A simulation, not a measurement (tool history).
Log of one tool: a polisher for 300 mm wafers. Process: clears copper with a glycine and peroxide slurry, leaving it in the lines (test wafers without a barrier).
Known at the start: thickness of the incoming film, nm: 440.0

run,hour,flow of slurry (ml/min),pressure of the wafer on the pad (kPa),speed of the pad under the wafer (cm/s),overpolish time after the end point (s),time until the end point was called (s),dishing of a wide line in a test structure (angstrom)
1,0,205,18.6,90,8,86.464,244.57
2,6.5,205,21.4,90,8,79.37,269.37
3,10.8,205,24.8,90,8,69.9,296.73
4,12.1,160,24.8,90,8,75.421,286.66
5,18.5,190,24.8,90,8,70.531,307.34
6,23.5,220,21.4,98,7,73.102,257.47
7,25.1,240,18.6,104,6,78.47,227.2
8,32.1,215,20.7,94,5,76.273,187.6
9,35.2,230,22.1,82,4,80.379,148.65
10,43.6,250,23.4,76,4,79.598,138.25
11,46,265,24.8,74,4,80.629,148.93
12,52.9,235,25.5,72,4,81.387,150.69
13,61.1,255,24.8,74,4,79.558,150.34
14,67,270,25.5,72,4,79.687,149.55
15,70.3,280,26.2,70,4,79.253,144.98
16,74.6,290,26.9,70,4,79.139,153.88

Forecast run 17:
17,81.1,255,26.2,72,4,?,?

Run 17 gave time until the end point was called (s) 79.777, dishing of a wide line in a test structure (angstrom) 152.13.
